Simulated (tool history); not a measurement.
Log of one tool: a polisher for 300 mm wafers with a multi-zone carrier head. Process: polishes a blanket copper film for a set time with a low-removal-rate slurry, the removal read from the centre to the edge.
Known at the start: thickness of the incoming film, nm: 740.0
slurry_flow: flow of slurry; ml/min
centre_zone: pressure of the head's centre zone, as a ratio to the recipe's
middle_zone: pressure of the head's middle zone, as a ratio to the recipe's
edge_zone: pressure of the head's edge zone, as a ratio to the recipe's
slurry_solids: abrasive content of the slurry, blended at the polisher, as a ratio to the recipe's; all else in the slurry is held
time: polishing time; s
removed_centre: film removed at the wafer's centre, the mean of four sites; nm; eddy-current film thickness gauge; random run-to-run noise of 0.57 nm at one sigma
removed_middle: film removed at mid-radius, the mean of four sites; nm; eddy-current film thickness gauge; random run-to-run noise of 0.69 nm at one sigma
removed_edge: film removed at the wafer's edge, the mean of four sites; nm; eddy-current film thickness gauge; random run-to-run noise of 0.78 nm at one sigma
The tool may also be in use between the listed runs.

| run | hour | slurry_flow | centre_zone | middle_zone | edge_zone | slurry_solids | time | removed_centre | removed_middle | removed_edge |
|---|---|---|---|---|---|---|---|---|---|---|
| 1 | 0 | 145 | 1 | 1 | 1 | 1 | 56 | 60.31 | 61.668 | 64.967 |
| 2 | 8.8 | 150 | 1 | 1.01 | 1.02 | 1.05 | 57 | 62.54 | 65.026 | 68.227 |
| 3 | 10.3 | 155 | 1 | 1.02 | 1.04 | 1.1 | 58 | 66.213 | 67.767 | 71.126 |
| 4 | 11.5 | 155 | 1 | 1.1 | 1.04 | 1.1 | 58 | 65.25 | 72.543 | 69.829 |
| 5 | 17.4 | 155 | 1 | 1.1 | 1.04 | 1.3 | 58 | 67.71 | 74.827 | 72.506 |
| 6 | 19.8 | 160 | 0.99 | 1.1 | 1.05 | 1.3 | 59 | 68.642 | 76.036 | 74.133 |
| 7 | 26.6 | 160 | 0.99 | 1.1 | 1.06 | 1.3 | 60 | 70.319 | 77.842 | 76.101 |
| 8 | 29.1 | 160 | 0.98 | 1.1 | 1.07 | 1.3 | 61 | 70.154 | 78.911 | 77.602 |
| 9 | 30.9 | 160 | 0.98 | 1.1 | 1.08 | 1.3 | 62 | 71.061 | 80.026 | 80.593 |
| 10 | 38.2 | 165 | 0.98 | 1.11 | 1.09 | 1.3 | 63 | 73.567 | 83.147 | 81.764 |
| 11 | 46.5 | 165 | 0.98 | 1.11 | 1.1 | 1.3 | 64 | 73.723 | 84.679 | 82.692 |

Forecast run 12:
| 12 | 51.7 | 165 | 0.98 | 1.11 | 1.11 | 1.3 | 65 | ? | ? | ? |

For run 12 the tool returned removed_centre 75.136 nm, removed_middle 85.851 nm, removed_edge 84.13 nm.
